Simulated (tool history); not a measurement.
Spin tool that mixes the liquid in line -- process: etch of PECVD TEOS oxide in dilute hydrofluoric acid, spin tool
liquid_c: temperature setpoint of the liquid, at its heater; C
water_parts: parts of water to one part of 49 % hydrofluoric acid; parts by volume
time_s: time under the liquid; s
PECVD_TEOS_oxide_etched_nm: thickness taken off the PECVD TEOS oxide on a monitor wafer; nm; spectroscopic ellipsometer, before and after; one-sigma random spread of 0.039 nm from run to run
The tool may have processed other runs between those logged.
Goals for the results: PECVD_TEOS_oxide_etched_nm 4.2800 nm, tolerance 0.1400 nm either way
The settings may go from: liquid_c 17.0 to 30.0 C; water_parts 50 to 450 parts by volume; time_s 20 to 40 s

run  hour  liquid_c  water_parts  time_s  PECVD_TEOS_oxide_etched_nm
  1   0.0      22.0          250      40                      3.7986
  2   6.6      22.0          335      40                      2.6237
  3  14.6      22.0          335      40                      2.6127
  4  16.5      24.5          320      40                      3.0011
  5  20.6      26.0          305      40                      3.3445
  6  25.9      29.0          305      40                      3.7363
  7  29.5      29.5          300      40                      3.8982
  8  37.0      29.5          295      40                      3.9631
  9  45.2      29.5          290      40                      3.9996

Which single option among these 5 for the next run brings every result within its allowed miss of target? Just one does.
  A  53.4      30.0          295      40                           ?
  B  53.4      27.5          280      40                           ?
  C  53.4      28.0          270      40                           ?
  D  53.4      21.5          235      40                           ?
  E  53.4      28.5          290      40                           ?

move  PECVD_TEOS_oxide_etched_nm
   A                      4.0191
   B                      3.9748
   C                      4.2375
   D                      4.0401
   E                      3.9202
A: nearer the targets than the last run, but a result is still out of spec
B: misses by more than the last run did
C: all results in spec
D: nearer the targets than the last run, but a result is still out of spec
E: misses by more than the last run did
C meets every target.
